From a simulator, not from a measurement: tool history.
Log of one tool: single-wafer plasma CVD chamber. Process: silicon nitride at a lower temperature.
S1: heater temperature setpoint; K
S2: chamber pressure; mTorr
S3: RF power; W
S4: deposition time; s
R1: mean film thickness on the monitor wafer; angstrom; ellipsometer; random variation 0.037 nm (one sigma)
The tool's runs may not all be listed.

| run | hour | S1 | S2 | S3 | S4 | R1 |
|---|---|---|---|---|---|---|
| 1 | 0 | 633.15 | 2020 | 355 | 8.6 | 133.47 |
| 2 | 7.9 | 633.15 | 2020 | 355 | 8.6 | 132.56 |
| 3 | 12.8 | 633.15 | 2020 | 355 | 8.1 | 125.2 |
| 4 | 17.9 | 633.15 | 1870 | 345 | 8.1 | 120.72 |
| 5 | 19.9 | 633.15 | 1740 | 340 | 8.1 | 116.41 |
| 6 | 21 | 633.15 | 1640 | 335 | 8.1 | 113.8 |
| 7 | 29.6 | 633.15 | 1560 | 330 | 8.1 | 110.7 |
| 8 | 35.4 | 633.15 | 1490 | 330 | 8.1 | 109.32 |
| 9 | 41.5 | 633.15 | 1440 | 330 | 8.1 | 107.96 |
| 10 | 47.2 | 633.15 | 1390 | 330 | 8.1 | 107.65 |

Forecast run 11:
| 11 | 54.7 | 633.15 | 1210 | 315 | 8.1 | ? |

Run 11 gave R1 99.081 angstrom.
